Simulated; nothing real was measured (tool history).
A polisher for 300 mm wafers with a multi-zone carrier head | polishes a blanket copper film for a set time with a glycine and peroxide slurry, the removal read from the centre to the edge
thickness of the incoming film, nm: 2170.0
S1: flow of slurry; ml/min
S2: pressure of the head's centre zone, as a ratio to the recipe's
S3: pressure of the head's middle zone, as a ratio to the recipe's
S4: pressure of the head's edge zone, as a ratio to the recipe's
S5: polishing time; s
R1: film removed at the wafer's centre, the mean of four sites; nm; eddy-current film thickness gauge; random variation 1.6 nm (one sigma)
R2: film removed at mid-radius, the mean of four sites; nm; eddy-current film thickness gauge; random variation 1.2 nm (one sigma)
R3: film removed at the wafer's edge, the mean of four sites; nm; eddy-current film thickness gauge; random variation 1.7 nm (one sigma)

run,day,S1,S2,S3,S4,S5,R1,R2,R3
1,0.000,255,1.00,1.00,1.00,72,188.69,193.97,186.75
2,0.083,250,0.97,0.97,0.97,69,176.16,179.69,181.67
3,0.392,250,0.97,0.97,1.03,69,175.05,182.28,185.71
4,0.692,250,0.96,0.97,1.01,65,161.58,170.12,175.04
5,1.042,245,0.95,0.98,0.98,63,153.26,166.03,161.68
6,1.279,235,0.94,0.97,0.96,62,148.86,162.80,159.28
7,1.621,230,0.94,0.96,0.94,61,146.85,157.79,156.71
8,1.754,225,0.94,0.96,0.93,61,148.89,155.09,154.26
9,1.908,220,0.93,0.96,0.93,61,143.10,154.32,153.37

The next listed run, before its measurement:
10,2.200,220,0.93,0.96,0.93,61,?,?,?

{"run 10": {"R1": 143.07, "R2": 155.64, "R3": 151.71}}
